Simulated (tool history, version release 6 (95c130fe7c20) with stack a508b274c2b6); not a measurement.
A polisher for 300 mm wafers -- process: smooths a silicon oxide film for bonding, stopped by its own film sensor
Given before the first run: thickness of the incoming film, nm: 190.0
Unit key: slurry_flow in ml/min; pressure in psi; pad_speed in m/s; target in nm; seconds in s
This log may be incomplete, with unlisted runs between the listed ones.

Run 1, hour 0: slurry_flow 285 ml/min, pressure 1.4 psi, pad_speed 0.8 m/s, slurry_solids 1, target 165 nm. Result: seconds 47.12 s.
Run 2, hour 4.9: slurry_flow 285 ml/min, pressure 1.3 psi, pad_speed 0.74 m/s, slurry_solids 1, target 165 nm. Result: seconds 54.057 s.
Run 3, hour 9.5: slurry_flow 285 ml/min, pressure 1.3 psi, pad_speed 0.6 m/s, slurry_solids 1, target 165 nm. Result: seconds 66.501 s.
Run 4, hour 11.3: slurry_flow 285 ml/min, pressure 1.2 psi, pad_speed 0.6 m/s, slurry_solids 1, target 165 nm. Result: seconds 71.676 s.
Run 5, hour 19.6: slurry_flow 285 ml/min, pressure 1.2 psi, pad_speed 0.44 m/s, slurry_solids 1, target 165 nm. Result: seconds 89.957 s.
Run 6, hour 26.3: slurry_flow 345 ml/min, pressure 1.2 psi, pad_speed 0.44 m/s, slurry_solids 1, target 165 nm. Result: seconds 88.813 s.
Run 7, hour 29.4: slurry_flow 345 ml/min, pressure 1.1 psi, pad_speed 0.44 m/s, slurry_solids 1, target 165 nm. Result: seconds 96.397 s.
Run 8, hour 30.4: slurry_flow 345 ml/min, pressure 1 psi, pad_speed 0.42 m/s, slurry_solids 1, target 165 nm. Result: seconds 105.81 s.
Run 9, hour 34.8: slurry_flow 345 ml/min, pressure 1 psi, pad_speed 0.42 m/s, slurry_solids 1, target 165 nm. Result: seconds 111.12 s.

What will run 10 give?
Run 10, hour 41: slurry_flow 345 ml/min, pressure 1 psi, pad_speed 0.42 m/s, slurry_solids 1, target 165 nm. Result: seconds ?.

seconds: 108.98 s

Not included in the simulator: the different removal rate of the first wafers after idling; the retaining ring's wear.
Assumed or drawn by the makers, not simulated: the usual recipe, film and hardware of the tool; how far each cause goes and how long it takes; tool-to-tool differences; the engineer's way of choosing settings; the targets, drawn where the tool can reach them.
